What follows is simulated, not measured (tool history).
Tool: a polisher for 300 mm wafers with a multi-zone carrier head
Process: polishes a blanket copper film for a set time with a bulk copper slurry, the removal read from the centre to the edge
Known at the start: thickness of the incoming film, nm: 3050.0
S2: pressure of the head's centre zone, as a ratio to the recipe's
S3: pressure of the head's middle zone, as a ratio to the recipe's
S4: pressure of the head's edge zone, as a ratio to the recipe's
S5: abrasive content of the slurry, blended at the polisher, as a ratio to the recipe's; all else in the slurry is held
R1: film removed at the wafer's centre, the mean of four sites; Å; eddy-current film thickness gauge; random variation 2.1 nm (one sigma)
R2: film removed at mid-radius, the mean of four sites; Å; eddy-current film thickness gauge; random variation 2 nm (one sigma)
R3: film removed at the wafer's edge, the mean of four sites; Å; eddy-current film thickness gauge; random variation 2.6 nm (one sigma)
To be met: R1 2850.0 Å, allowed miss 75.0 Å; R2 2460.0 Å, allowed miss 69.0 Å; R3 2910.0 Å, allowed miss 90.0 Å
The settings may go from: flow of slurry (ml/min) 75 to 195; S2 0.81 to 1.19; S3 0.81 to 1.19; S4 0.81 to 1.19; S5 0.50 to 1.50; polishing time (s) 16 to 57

{"run": 1, "hour": 0.0, "flow of slurry (ml/min)": 125, "S2": 1.0, "S3": 1.0, "S4": 1.0, "S5": 1.0, "polishing time (s)": 36, "R1": 4133.3, "R2": 4271.0, "R3": 4199.1}
{"run": 2, "hour": 5.5, "flow of slurry (ml/min)": 125, "S2": 1.0, "S3": 1.0, "S4": 1.0, "S5": 1.1, "polishing time (s)": 36, "R1": 4239.3, "R2": 4298.9, "R3": 4289.6}
{"run": 3, "hour": 14.3, "flow of slurry (ml/min)": 125, "S2": 1.0, "S3": 1.0, "S4": 1.07, "S5": 1.1, "polishing time (s)": 36, "R1": 4216.2, "R2": 4247.9, "R3": 4448.5}
{"run": 4, "hour": 19.3, "flow of slurry (ml/min)": 120, "S2": 1.01, "S3": 0.96, "S4": 1.06, "S5": 1.0, "polishing time (s)": 34, "R1": 3868.6, "R2": 3808.9, "R3": 4111.0}
{"run": 5, "hour": 28.2, "flow of slurry (ml/min)": 115, "S2": 1.03, "S3": 0.93, "S4": 1.05, "S5": 0.9, "polishing time (s)": 32, "R1": 3613.6, "R2": 3422.3, "R3": 3697.2}
{"run": 6, "hour": 33.0, "flow of slurry (ml/min)": 115, "S2": 1.03, "S3": 0.93, "S4": 1.01, "S5": 0.9, "polishing time (s)": 32, "R1": 3643.0, "R2": 3387.2, "R3": 3645.5}
{"run": 7, "hour": 35.6, "flow of slurry (ml/min)": 105, "S2": 1.03, "S3": 0.9, "S4": 1.0, "S5": 0.8, "polishing time (s)": 31, "R1": 3358.0, "R2": 3057.6, "R3": 3314.2}
{"run": 8, "hour": 42.5, "flow of slurry (ml/min)": 100, "S2": 1.03, "S3": 0.88, "S4": 1.0, "S5": 0.75, "polishing time (s)": 31, "R1": 3232.5, "R2": 2953.4, "R3": 3253.7}
{"run": 9, "hour": 47.2, "flow of slurry (ml/min)": 80, "S2": 1.07, "S3": 0.81, "S4": 1.02, "S5": 0.5, "polishing time (s)": 29, "R1": 2564.0, "R2": 2139.2, "R3": 2673.2}
{"run": 10, "hour": 51.7, "flow of slurry (ml/min)": 90, "S2": 1.06, "S3": 0.82, "S4": 1.02, "S5": 0.5, "polishing time (s)": 29, "R1": 2685.0, "R2": 2294.6, "R3": 2765.6}
{"run": 11, "hour": 53.0, "flow of slurry (ml/min)": 95, "S2": 1.06, "S3": 0.82, "S4": 1.02, "S5": 0.5, "polishing time (s)": 29, "R1": 2741.9, "R2": 2331.9, "R3": 2784.7}
{"run": 12, "hour": 58.9, "flow of slurry (ml/min)": 100, "S2": 1.06, "S3": 0.82, "S4": 1.02, "S5": 0.5, "polishing time (s)": 29, "R1": 2797.3, "R2": 2347.8, "R3": 2838.2}
{"run": 13, "hour": 65.0, "flow of slurry (ml/min)": 100, "S2": 1.06, "S3": 0.82, "S4": 1.02, "S5": 0.5, "polishing time (s)": 29, "R1": 2787.2, "R2": 2342.3, "R3": 2817.1}

Which of these 5 next moves meets every target?
{"run": "A", "hour": 71.1, "flow of slurry (ml/min)": 90, "S2": 1.09, "S3": 0.9, "S4": 0.96, "S5": 0.5, "polishing time (s)": 32, "R1": "?", "R2": "?", "R3": "?"}
{"run": "B", "hour": 71.1, "flow of slurry (ml/min)": 130, "S2": 1.04, "S3": 0.83, "S4": 1.08, "S5": 0.65, "polishing time (s)": 26, "R1": "?", "R2": "?", "R3": "?"}
{"run": "C", "hour": 71.1, "flow of slurry (ml/min)": 120, "S2": 1.12, "S3": 0.91, "S4": 0.91, "S5": 0.5, "polishing time (s)": 28, "R1": "?", "R2": "?", "R3": "?"}
{"run": "D", "hour": 71.1, "flow of slurry (ml/min)": 90, "S2": 1.06, "S3": 0.81, "S4": 1.09, "S5": 0.5, "polishing time (s)": 29, "R1": "?", "R2": "?", "R3": "?"}
{"run": "E", "hour": 71.1, "flow of slurry (ml/min)": 115, "S2": 1.06, "S3": 0.94, "S4": 0.93, "S5": 0.5, "polishing time (s)": 28, "R1": "?", "R2": "?", "R3": "?"}

move=A R1=3076.7 R2=2702.2 R3=2930.1
move=B R1=2868.3 R2=2456.0 R3=2884.7
move=C R1=3065.4 R2=2603.5 R3=2654.5
move=D R1=2709.5 R2=2275.8 R3=2828.3
move=E R1=2863.2 R2=2635.1 R3=2659.5
A: takes the result that was furthest off past its target
B: meets every target
C: takes the result that was furthest off past its target
D: further off than the last run
E: takes the result that was furthest off past its target
Answer: B
